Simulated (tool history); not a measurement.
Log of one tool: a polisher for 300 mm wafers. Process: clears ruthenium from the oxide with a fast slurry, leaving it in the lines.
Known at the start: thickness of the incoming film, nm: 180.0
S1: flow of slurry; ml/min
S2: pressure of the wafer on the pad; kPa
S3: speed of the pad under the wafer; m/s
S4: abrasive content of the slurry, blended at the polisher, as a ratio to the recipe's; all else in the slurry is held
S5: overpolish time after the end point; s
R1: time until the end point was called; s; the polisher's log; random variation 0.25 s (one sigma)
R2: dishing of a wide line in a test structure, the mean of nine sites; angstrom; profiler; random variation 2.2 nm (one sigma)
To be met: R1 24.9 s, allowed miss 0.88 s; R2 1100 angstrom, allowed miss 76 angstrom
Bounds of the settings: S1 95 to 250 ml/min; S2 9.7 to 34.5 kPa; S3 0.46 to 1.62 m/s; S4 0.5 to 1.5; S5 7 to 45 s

run	hour	S1	S2	S3	S4	S5	R1	R2
1	0	160	22.1	1.04	1	23	28.708	858.57
2	6.3	145	22.1	1.04	1	23	29.581	832.52
3	11.5	145	18.6	1.04	1	23	34.752	754.23
4	15.1	155	20	1.04	1	24	32.219	847.42
5	18.6	155	20	1.04	1	32	32.595	957.41
6	24.9	165	21.4	1.04	1	31	30.148	977.43
7	30.4	175	22.1	1.04	1	31	28.72	1035.4
8	37.8	175	22.1	1.04	1	31	28.656	1041.8

5 next moves are on the table. One of them brings every result within its allowed miss. Which?
A	45.2	135	20	0.96	0.95	45	?	?
B	45.2	175	20.7	1.06	1.1	28	?	?
C	45.2	225	21.4	1.06	0.85	31	?	?
D	45.2	225	19.3	0.9	1	35	?	?
E	45.2	185	18.6	1.38	1.2	31	?	?

move	R1	R2
A	35.639	1074.8
B	28.762	943.94
C	29.489	983.41
D	35.007	957.68
E	24.56	1074.6
A: further off than the last run
B: as far off as the last run
C: further off than the last run
D: further off than the last run
E: meets every target
Move E is the one to make.
